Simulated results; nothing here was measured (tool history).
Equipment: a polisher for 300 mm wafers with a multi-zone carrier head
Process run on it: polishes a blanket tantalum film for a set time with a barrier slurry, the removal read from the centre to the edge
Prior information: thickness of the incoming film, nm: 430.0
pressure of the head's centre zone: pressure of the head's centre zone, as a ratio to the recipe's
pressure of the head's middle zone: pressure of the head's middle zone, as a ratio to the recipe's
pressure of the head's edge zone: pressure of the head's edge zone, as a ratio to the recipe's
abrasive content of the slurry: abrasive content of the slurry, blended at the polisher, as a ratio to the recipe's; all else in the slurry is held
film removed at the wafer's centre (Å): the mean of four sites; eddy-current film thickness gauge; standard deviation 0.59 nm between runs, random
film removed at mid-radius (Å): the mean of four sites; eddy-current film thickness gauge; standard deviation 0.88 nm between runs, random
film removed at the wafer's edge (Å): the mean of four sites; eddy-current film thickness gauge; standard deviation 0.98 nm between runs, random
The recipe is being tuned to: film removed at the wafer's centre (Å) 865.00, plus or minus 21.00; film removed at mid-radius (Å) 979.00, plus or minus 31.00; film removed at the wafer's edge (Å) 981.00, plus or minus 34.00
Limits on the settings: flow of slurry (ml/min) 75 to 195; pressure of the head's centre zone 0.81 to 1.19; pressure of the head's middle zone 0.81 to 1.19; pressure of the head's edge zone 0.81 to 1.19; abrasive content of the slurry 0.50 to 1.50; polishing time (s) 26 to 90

run	hour	flow of slurry (ml/min)	pressure of the head's centre zone	pressure of the head's middle zone	pressure of the head's edge zone	abrasive content of the slurry	polishing time (s)	film removed at the wafer's centre (Å)	film removed at mid-radius (Å)	film removed at the wafer's edge (Å)
1	0.0	125	1.00	1.00	1.00	1.00	58	790.55	758.42	800.61
2	1.9	145	0.98	1.04	1.06	1.05	58	813.57	803.17	826.56
3	9.9	145	0.95	1.06	1.08	1.20	59	821.37	844.61	882.76
4	12.4	155	0.93	1.09	1.10	1.30	59	822.54	883.55	905.18
5	16.6	155	0.93	1.09	1.10	1.40	59	833.42	903.05	928.92
6	17.5	155	0.93	1.09	1.14	1.40	59	836.24	912.93	930.85
7	23.7	160	0.92	1.10	1.15	1.45	59	836.49	923.05	944.47
8	29.4	165	0.92	1.11	1.16	1.45	59	841.29	918.36	954.42
9	37.3	170	0.92	1.13	1.16	1.45	59	848.47	956.06	957.61

5 candidate next runs follow, results not yet known. Just one meets every target within its allowed miss. Identify it.
A	45.2	170	0.91	1.14	1.14	1.50	60	?	?	?
B	45.2	160	0.94	1.10	1.13	1.45	60	?	?	?
C	45.2	190	0.84	0.99	1.09	1.40	61	?	?	?
D	45.2	175	0.88	1.15	1.11	1.40	59	?	?	?
E	45.2	170	0.87	1.04	1.19	1.50	60	?	?	?

move	film removed at the wafer's centre (Å)	film removed at mid-radius (Å)	film removed at the wafer's edge (Å)
A	866.50	966.27	983.91
B	875.42	927.87	967.26
C	829.41	897.60	980.16
D	823.11	949.43	946.44
E	834.00	907.34	1007.20
A: hits every target within its allowed miss
B: the worst result of the last run now meets its target, but another is out of spec
C: further off than the last run
D: further off than the last run
E: further off than the last run
Correct choice: A, which meets every target
